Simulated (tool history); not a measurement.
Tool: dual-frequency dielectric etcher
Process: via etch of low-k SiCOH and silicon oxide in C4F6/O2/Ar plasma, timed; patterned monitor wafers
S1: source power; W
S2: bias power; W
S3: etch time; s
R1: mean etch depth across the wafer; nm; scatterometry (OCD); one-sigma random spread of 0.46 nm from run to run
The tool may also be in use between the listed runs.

Run 1, hour 0: S1 350 W, S2 182 W, S3 51.5 s. Result: R1 119.39 nm.
Run 2, hour 2.2: S1 350 W, S2 155 W, S3 51.5 s. Result: R1 115.82 nm.
Run 3, hour 4.4: S1 390 W, S2 155 W, S3 51.5 s. Result: R1 122.05 nm.
Run 4, hour 5.6: S1 430 W, S2 155 W, S3 51.5 s. Result: R1 126.86 nm.
Run 5, hour 6.8: S1 450 W, S2 161 W, S3 51.5 s. Result: R1 131.04 nm.
Run 6, hour 8.3: S1 450 W, S2 130 W, S3 51.5 s. Result: R1 126.47 nm.
Run 7, hour 15.4: S1 460 W, S2 140 W, S3 51.5 s. Result: R1 128.52 nm.
Run 8, hour 16.6: S1 470 W, S2 149 W, S3 51.5 s. Result: R1 130.65 nm.

Run 9, settings as shown, results not yet in. Your forecast:
Run 9, hour 22.5: S1 480 W, S2 158 W, S3 51.5 s. Result: R1 ?.

R1: 132.21 nm

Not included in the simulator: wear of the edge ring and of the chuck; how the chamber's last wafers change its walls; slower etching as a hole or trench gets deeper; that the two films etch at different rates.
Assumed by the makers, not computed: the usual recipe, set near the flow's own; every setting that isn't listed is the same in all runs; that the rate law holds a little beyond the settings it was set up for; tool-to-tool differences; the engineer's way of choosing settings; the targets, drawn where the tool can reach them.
